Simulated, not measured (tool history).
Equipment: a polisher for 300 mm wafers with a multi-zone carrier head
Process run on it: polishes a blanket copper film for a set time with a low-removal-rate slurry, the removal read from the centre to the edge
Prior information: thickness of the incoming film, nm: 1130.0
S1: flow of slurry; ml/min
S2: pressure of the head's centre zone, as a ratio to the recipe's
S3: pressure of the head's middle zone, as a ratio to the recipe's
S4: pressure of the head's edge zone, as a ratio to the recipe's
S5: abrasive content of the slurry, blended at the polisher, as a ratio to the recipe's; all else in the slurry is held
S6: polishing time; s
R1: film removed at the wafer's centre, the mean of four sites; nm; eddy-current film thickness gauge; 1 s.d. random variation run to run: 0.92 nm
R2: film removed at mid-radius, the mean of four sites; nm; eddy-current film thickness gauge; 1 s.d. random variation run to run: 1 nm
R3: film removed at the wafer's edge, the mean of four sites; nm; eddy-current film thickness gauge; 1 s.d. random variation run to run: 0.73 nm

run 1 hour=0 | S1=165 S2=1 S3=1 S4=1 S5=1 S6=72 | R1=149.88 R2=151.15 R3=152.19
run 2 hour=0.7 | S1=165 S2=1.01 S3=0.98 S4=0.96 S5=0.85 S6=66 | R1=132.45 R2=130.65 R3=132.11
run 3 hour=3.8 | S1=165 S2=1.01 S3=0.93 S4=0.96 S5=0.85 S6=66 | R1=134.96 R2=127.85 R3=132.17
run 4 hour=7.7 | S1=165 S2=1.01 S3=0.93 S4=0.92 S5=0.85 S6=66 | R1=134.46 R2=127.46 R3=129
run 5 hour=10.5 | S1=160 S2=1.01 S3=0.92 S4=0.89 S5=0.75 S6=63 | R1=122.83 R2=115.85 R3=119.14
run 6 hour=11.6 | S1=140 S2=1.01 S3=0.92 S4=0.89 S5=0.75 S6=63 | R1=122.5 R2=113.28 R3=117.77

For run 7, what comes out?
run 7 hour=20.5 | S1=145 S2=1.02 S3=0.93 S4=0.87 S5=0.7 S6=60 | R1=? R2=? R3=?

R1: 114.92 nm
R2: 107.07 nm
R3: 109.52 nm
